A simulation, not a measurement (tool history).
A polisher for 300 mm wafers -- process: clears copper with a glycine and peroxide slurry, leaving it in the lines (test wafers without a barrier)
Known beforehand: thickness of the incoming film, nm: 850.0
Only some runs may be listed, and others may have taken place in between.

run,day,flow of slurry (ml/min),pressure of the wafer on the pad (kPa),speed of the pad under the wafer (m/s),overpolish time after the end point (s),time until the end point was called (s),dishing of a wide line in a test structure (nm)
1,0,295,23.4,1.22,29,127.04,104.44
2,0.308,295,22.8,1.22,29,130.4,104.65
3,0.442,295,22.1,1.22,28,133.79,94.606
4,0.771,295,21.4,1.2,28,140.42,92.139
5,0.975,295,21.4,1.2,40,144.52,114.52
6,1.017,295,21.4,1.2,45,139.19,126.65

What does the tool deliver on the next run?
7,1.221,295,20.7,1.2,44,?,?

Logged for run 7: time until the end point was called (s) 146.04, dishing of a wide line in a test structure (nm) 122.53.

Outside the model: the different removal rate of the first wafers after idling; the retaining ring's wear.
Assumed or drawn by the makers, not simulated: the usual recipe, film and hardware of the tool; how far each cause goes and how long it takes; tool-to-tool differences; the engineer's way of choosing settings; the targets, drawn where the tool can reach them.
